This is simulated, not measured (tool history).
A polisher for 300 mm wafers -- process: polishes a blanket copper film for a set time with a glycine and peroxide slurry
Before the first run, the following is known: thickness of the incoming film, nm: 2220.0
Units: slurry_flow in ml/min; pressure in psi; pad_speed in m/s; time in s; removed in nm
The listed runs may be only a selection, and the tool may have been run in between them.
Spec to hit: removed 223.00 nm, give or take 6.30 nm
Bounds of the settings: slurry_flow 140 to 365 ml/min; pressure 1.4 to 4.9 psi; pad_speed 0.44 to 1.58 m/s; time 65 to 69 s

| run | hour | slurry_flow | pressure | pad_speed | time | removed |
|---|---|---|---|---|---|---|
| 1 | 0.0 | 235 | 3.1 | 1.00 | 65 | 368.79 |
| 2 | 0.9 | 235 | 2.8 | 1.00 | 65 | 343.77 |
| 3 | 8.6 | 255 | 2.8 | 1.00 | 65 | 345.81 |
| 4 | 11.5 | 255 | 2.6 | 0.98 | 65 | 328.51 |
| 5 | 16.5 | 255 | 2.6 | 0.98 | 65 | 327.40 |
| 6 | 19.0 | 255 | 2.3 | 0.98 | 65 | 308.62 |
| 7 | 19.7 | 250 | 2.2 | 0.96 | 65 | 296.18 |
| 8 | 25.8 | 250 | 2.1 | 0.94 | 65 | 286.21 |
| 9 | 29.2 | 250 | 2.0 | 0.92 | 65 | 274.87 |
| 10 | 31.3 | 250 | 1.9 | 0.90 | 65 | 262.98 |
| 11 | 34.4 | 250 | 1.8 | 0.90 | 65 | 258.07 |

Exactly one of the 5 candidate moves below puts every result within its allowed miss. Which one?
| A | 37.5 | 250 | 2.1 | 1.00 | 69 | ? |
| B | 37.5 | 230 | 1.9 | 0.74 | 65 | ? |
| C | 37.5 | 280 | 1.8 | 0.86 | 65 | ? |
| D | 37.5 | 245 | 1.4 | 0.92 | 65 | ? |
| E | 37.5 | 240 | 1.8 | 0.70 | 65 | ? |

| move | removed |
|---|---|
| A | 321.12 |
| B | 227.15 |
| C | 254.38 |
| D | 239.74 |
| E | 214.55 |
A: moves away from the targets compared with the last run
B: each result inside its tolerance
C: moves toward the targets from the last run without getting all of them in spec
D: moves toward the targets from the last run without getting all of them in spec
E: takes the result that was furthest off past its target
B is the move that brings every result within its allowed miss.
